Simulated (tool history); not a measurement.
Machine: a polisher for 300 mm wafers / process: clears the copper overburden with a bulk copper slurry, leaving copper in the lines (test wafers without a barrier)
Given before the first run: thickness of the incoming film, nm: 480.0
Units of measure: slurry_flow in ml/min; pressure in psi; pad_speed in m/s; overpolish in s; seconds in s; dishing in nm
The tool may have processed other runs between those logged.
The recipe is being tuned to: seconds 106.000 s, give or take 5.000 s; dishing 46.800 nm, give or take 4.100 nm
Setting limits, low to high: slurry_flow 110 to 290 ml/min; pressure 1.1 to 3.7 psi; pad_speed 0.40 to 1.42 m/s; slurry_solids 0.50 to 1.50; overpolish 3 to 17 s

{"run": 1, "hour": 0.0, "slurry_flow": 185, "pressure": 2.4, "pad_speed": 0.9, "slurry_solids": 1.0, "overpolish": 9, "seconds": 76.012, "dishing": 38.407}
{"run": 2, "hour": 3.0, "slurry_flow": 185, "pressure": 2.2, "pad_speed": 0.9, "slurry_solids": 1.0, "overpolish": 11, "seconds": 85.156, "dishing": 41.11}
{"run": 3, "hour": 8.3, "slurry_flow": 205, "pressure": 2.2, "pad_speed": 0.9, "slurry_solids": 1.0, "overpolish": 11, "seconds": 84.145, "dishing": 43.76}
{"run": 4, "hour": 9.0, "slurry_flow": 205, "pressure": 2.2, "pad_speed": 1.06, "slurry_solids": 1.0, "overpolish": 11, "seconds": 74.954, "dishing": 48.922}
{"run": 5, "hour": 15.6, "slurry_flow": 205, "pressure": 2.2, "pad_speed": 1.06, "slurry_solids": 1.0, "overpolish": 9, "seconds": 73.259, "dishing": 39.296}
{"run": 6, "hour": 20.3, "slurry_flow": 205, "pressure": 2.0, "pad_speed": 1.04, "slurry_solids": 1.0, "overpolish": 11, "seconds": 82.407, "dishing": 43.762}
{"hour": 27.5, "done": "slurry blender recalibrated"}
{"run": 7, "hour": 27.5, "slurry_flow": 205, "pressure": 1.8, "pad_speed": 1.04, "slurry_solids": 1.0, "overpolish": 12, "seconds": 86.551, "dishing": 43.385}
{"run": 8, "hour": 34.5, "slurry_flow": 195, "pressure": 1.2, "pad_speed": 0.98, "slurry_solids": 1.0, "overpolish": 16, "seconds": 131.21, "dishing": 38.445}
{"run": 9, "hour": 43.3, "slurry_flow": 200, "pressure": 1.3, "pad_speed": 0.98, "slurry_solids": 1.0, "overpolish": 16, "seconds": 123.55, "dishing": 39.974}
{"run": 10, "hour": 48.3, "slurry_flow": 200, "pressure": 1.3, "pad_speed": 0.98, "slurry_solids": 1.0, "overpolish": 16, "seconds": 122.94, "dishing": 40.458}

Below are 5 possible settings for the next run. Only one of them brings all results inside the allowed miss of their targets. Which is it?
{"run": "A", "hour": 53.3, "slurry_flow": 245, "pressure": 1.4, "pad_speed": 1.04, "slurry_solids": 1.05, "overpolish": 16, "seconds": "?", "dishing": "?"}
{"run": "B", "hour": 53.3, "slurry_flow": 170, "pressure": 1.6, "pad_speed": 1.02, "slurry_solids": 1.1, "overpolish": 12, "seconds": "?", "dishing": "?"}
{"run": "C", "hour": 53.3, "slurry_flow": 205, "pressure": 1.2, "pad_speed": 1.12, "slurry_solids": 1.0, "overpolish": 14, "seconds": "?", "dishing": "?"}
{"run": "D", "hour": 53.3, "slurry_flow": 200, "pressure": 1.5, "pad_speed": 0.86, "slurry_solids": 0.9, "overpolish": 14, "seconds": "?", "dishing": "?"}
{"run": "E", "hour": 53.3, "slurry_flow": 180, "pressure": 1.5, "pad_speed": 0.84, "slurry_solids": 1.05, "overpolish": 15, "seconds": "?", "dishing": "?"}

move=A seconds=106.240 dishing=44.831
move=B seconds=98.814 dishing=38.019
move=C seconds=119.050 dishing=36.207
move=D seconds=119.780 dishing=36.644
move=E seconds=120.450 dishing=38.640
A: each result inside its tolerance
B: takes the biggest miss from the last run beyond its target
C: nearer the targets than the last run, but a result is still out of spec
D: nearer the targets than the last run, but a result is still out of spec
E: nearer the targets than the last run, but a result is still out of spec
A is the move that brings every result within its allowed miss.

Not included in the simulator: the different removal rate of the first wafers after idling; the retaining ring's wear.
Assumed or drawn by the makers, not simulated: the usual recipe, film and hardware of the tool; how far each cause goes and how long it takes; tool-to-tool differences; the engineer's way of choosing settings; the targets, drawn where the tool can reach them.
